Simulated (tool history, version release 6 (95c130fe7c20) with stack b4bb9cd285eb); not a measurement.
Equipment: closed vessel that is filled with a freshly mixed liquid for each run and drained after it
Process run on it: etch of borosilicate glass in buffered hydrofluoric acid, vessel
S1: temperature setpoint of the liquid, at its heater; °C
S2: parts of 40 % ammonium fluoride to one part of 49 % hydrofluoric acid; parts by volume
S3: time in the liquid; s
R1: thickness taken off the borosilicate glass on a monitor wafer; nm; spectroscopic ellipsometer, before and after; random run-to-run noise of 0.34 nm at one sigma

run,hour,S1,S2,S3,R1
1,0,22,16.5,30,18.358
2,1.5,24,14.5,30,23.169
3,4.5,27.5,14.5,30,28.089
4,5.3,26,14.5,30,25.909
5,12.6,26,18,30,21.041
6,14.3,26,22,30,18.062
7,20,30,17,30,27.711
8,22.8,30,14.5,30,32.264
9,28.9,30,13,30,35.463
10,31.7,30,12,30,38.59
11,39.3,30,11.5,30,40.386

Forecast run 12:
12,44.3,30,11,30,?

R1: 41.91 nm
